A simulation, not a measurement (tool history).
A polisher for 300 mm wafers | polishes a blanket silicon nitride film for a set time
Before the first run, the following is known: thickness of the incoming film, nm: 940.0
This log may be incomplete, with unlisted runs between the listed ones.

run,hour,flow of slurry (ml/min),pressure of the wafer on the pad (kPa),speed of the pad under the wafer (m/s),polishing time (s),film removed (Å)
1,0,225,15.9,0.84,50,401.14
2,4.2,225,17.2,0.84,50,433.98
3,13.2,225,17.9,0.84,50,453.77
4,14.2,225,17.9,0.84,50,454.73
5,17.2,180,17.9,0.84,50,432.89
6,22.3,190,18.6,0.84,50,464.72

Forecast run 7:
7,30.9,195,19.3,0.84,50,?

{"run 7": {"film removed (Å)": 479.37}}

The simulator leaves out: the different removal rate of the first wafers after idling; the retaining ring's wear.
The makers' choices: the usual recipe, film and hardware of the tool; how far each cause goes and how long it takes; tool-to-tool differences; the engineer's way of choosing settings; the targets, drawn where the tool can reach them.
